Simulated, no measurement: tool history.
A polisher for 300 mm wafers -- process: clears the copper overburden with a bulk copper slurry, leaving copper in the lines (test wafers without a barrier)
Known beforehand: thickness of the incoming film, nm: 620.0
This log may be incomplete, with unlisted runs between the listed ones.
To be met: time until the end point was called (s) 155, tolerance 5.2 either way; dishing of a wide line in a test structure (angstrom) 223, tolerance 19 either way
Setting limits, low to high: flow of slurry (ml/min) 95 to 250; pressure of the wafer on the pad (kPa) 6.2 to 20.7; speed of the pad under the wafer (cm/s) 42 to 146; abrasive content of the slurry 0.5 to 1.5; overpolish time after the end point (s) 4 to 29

run  hour  flow of slurry (ml/min)  pressure of the wafer on the pad (kPa)  speed of the pad under the wafer (cm/s)  abrasive content of the slurry  overpolish time after the end point (s)  time until the end point was called (s)  dishing of a wide line in a test structure (angstrom)
  1     0                      160                                    13.1                                       94                               1                                       15                                   121.65                                                 453.85
  2   6.9                      160                                    13.1                                       94                             0.8                                       15                                   131.08                                                 419.41
  3  13.3                      160                                    13.1                                       94                             0.6                                       15                                   138.91                                                 403.31
  4    22                      160                                    13.1                                       94                             0.6                                       14                                   138.47                                                 379.37
  5  23.5                      160                                    13.1                                       94                             0.6                                       13                                   139.26                                                 372.96
  6    28                      160                                    13.1                                       94                             0.6                                       12                                   138.43                                                 361.17
  7  34.1                      160                                    13.1                                       94                             0.6                                       11                                    139.1                                                 320.86
  8  40.2                      160                                    13.1                                       94                             0.6                                       11                                   137.46                                                 322.35
  9  46.7                      160                                    13.1                                       94                             0.6                                       11                                    140.6                                                 307.67
 10  53.4                      155                                    12.4                                       94                             0.6                                        9                                    142.1                                                 268.02
     60.5  -- slurry blender recalibrated
 11  60.5                      155                                    11.7                                       94                             0.6                                        8                                   142.18                                                  246.7

4 next moves are on the table. One of them brings every result within its allowed miss. Which?
  A  67.6                      200                                      11                                       84                             0.5                                       10                                        ?                                                      ?
  B  67.6                      240                                       9                                       88                             0.8                                        8                                        ?                                                      ?
  C  67.6                      125                                       9                                      100                             0.5                                       11                                        ?                                                      ?
  D  67.6                      170                                    11.7                                       76                             0.7                                       10                                        ?                                                      ?

move  time until the end point was called (s)  dishing of a wide line in a test structure (angstrom)
   A                                    166.6                                                 261.29
   B                                   156.25                                                  226.8
   C                                   172.73                                                 272.08
   D                                   167.05                                                 261.31
A: moves the result that the last run missed by most past its target, out the other side
B: all results in spec
C: moves the result that the last run missed by most past its target, out the other side
D: moves the result that the last run missed by most past its target, out the other side
Answer: B
